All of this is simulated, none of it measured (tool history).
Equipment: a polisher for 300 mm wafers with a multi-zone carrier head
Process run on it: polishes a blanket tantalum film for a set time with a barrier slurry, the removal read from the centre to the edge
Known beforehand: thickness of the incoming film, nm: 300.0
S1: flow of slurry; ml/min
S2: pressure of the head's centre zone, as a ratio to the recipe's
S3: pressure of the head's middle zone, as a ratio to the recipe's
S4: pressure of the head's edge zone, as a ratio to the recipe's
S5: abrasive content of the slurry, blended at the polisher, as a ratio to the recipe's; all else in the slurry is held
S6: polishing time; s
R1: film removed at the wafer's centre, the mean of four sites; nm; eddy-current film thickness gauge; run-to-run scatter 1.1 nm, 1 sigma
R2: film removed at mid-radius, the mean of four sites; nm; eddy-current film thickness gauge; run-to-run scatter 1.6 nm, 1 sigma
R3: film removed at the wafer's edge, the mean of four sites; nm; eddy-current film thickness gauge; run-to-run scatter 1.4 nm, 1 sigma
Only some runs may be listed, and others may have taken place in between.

run  hour   S1    S2    S3    S4    S5  S6      R1       R2       R3
  1   0.0  140  1.00  1.00  1.00  1.00  59   95.12   94.698   96.873
  2   4.6  155  1.04  1.01  1.04  1.15  60  105.90  104.110  105.230
  3  12.3  165  1.08  1.00  1.07  1.25  61  114.77  107.600  109.100
  4  16.3  165  1.08  0.93  1.07  1.25  61  113.49  102.090  108.550
  5  22.3  165  1.08  0.93  1.11  1.25  61  114.31  101.010  114.440
  6  28.0  165  1.04  0.93  1.11  1.25  61  111.82  102.930  115.570

Run 7 has not been measured yet. What should we expect?
  7  34.5  175  1.07  0.95  1.12  1.30  62   ?   ?   ?

Run 7 measured R1 116.80 nm, R2 107.840 nm, R3 117.670 nm.

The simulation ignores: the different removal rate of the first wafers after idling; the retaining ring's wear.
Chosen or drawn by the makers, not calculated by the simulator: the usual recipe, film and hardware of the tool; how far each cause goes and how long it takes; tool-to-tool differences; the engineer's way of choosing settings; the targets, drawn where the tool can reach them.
